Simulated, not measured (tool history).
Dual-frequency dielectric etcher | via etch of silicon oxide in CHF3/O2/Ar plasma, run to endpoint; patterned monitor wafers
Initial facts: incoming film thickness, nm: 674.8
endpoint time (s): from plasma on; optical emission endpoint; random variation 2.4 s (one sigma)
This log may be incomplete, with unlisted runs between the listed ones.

run,hour,source power (kW),bias power (kW),endpoint time (s)
1,0.0,0.700,0.213,256.16
2,4.5,0.670,0.206,267.01
3,8.9,0.790,0.206,248.94
4,16.5,0.790,0.224,243.10
5,24.5,0.750,0.215,254.84
6,25.7,0.800,0.215,245.94
7,31.4,0.760,0.207,254.81
8,35.5,0.730,0.200,260.72
9,41.1,0.700,0.194,267.35
10,46.0,0.670,0.188,272.57
11,52.9,0.650,0.182,280.65
12,53.5,0.630,0.178,284.74
13,56.7,0.610,0.174,290.48
14,57.3,0.590,0.171,294.84
15,65.6,0.570,0.169,296.95
16,66.2,0.560,0.166,299.81
17,75.1,0.420,0.142,357.11

Forecast run 18:
18,83.6,0.430,0.143,?

{"run 18": {"endpoint time (s)": 343.97}}
